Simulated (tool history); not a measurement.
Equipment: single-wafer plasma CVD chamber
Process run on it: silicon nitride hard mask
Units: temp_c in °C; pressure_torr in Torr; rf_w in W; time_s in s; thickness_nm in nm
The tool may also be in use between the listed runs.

run  hour  temp_c  pressure_torr  rf_w  time_s  thickness_nm
  1   0.0     415           1.34   310    21.1        24.105
  2   1.0     415           1.17   310    21.1        23.207
  3   2.7     415           1.08   285    21.1        20.752
  4   4.7     415           0.94   285    21.1        20.029
  5  12.6     415           1.11   285    21.1        20.997
  6  15.3     415           1.11   285    21.1        20.976
  7  19.5     416           0.84   235    21.1        15.247
  8  20.4     415           0.93   235    21.1        15.940
  9  22.2     414           0.99   235    21.1        16.285
 10  23.2     414           0.99   235    21.1        16.233
 11  25.6     414           1.04   235    21.1        16.455
 12  31.7     414           1.09   235    21.1        16.549

Expected results for the next run?
 13  40.6     413           1.14   235    21.1             ?

{"run 13": {"thickness_nm": 16.981}}
